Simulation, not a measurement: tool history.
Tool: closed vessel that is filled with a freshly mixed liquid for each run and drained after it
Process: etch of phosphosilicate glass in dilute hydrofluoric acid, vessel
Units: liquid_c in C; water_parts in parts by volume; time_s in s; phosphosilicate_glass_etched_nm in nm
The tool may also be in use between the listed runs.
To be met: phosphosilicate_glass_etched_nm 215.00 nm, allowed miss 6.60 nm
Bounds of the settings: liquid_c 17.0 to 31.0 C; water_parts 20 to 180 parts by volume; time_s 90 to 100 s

run  hour  liquid_c  water_parts  time_s  phosphosilicate_glass_etched_nm
  1   0.0      23.0          100      90                           146.50
  2   8.4      23.0          100     100                           160.31
  3  17.4      25.0          100     100                           177.40
  4  24.3      26.0          100     100                           181.26
  5  25.7      26.0          100      90                           166.03
  6  27.0      26.0          120      90                           131.79
  7  35.9      27.0          115      90                           146.60
  8  42.0      27.5          110      90                           157.62
  9  47.8      28.0          105      90                           168.24
 10  55.9      31.0           90      90                           225.54

5 next moves are on the table. One of them brings every result within its allowed miss. Which?
  A  64.0      30.0           95      90                                ?
  B  64.0      31.0           90     100                                ?
  C  64.0      30.5          105      95                                ?
  D  64.0      28.5           80      90                                ?
  E  64.0      24.5           75      90                                ?

move  phosphosilicate_glass_etched_nm
   A                           206.16
   B                           252.82
   C                           197.98
   D                           235.72
   E                           215.93
A: takes the result that was furthest off past its target
B: further off than the last run
C: takes the result that was furthest off past its target
D: further off than the last run
E: meets every target
Answer: E
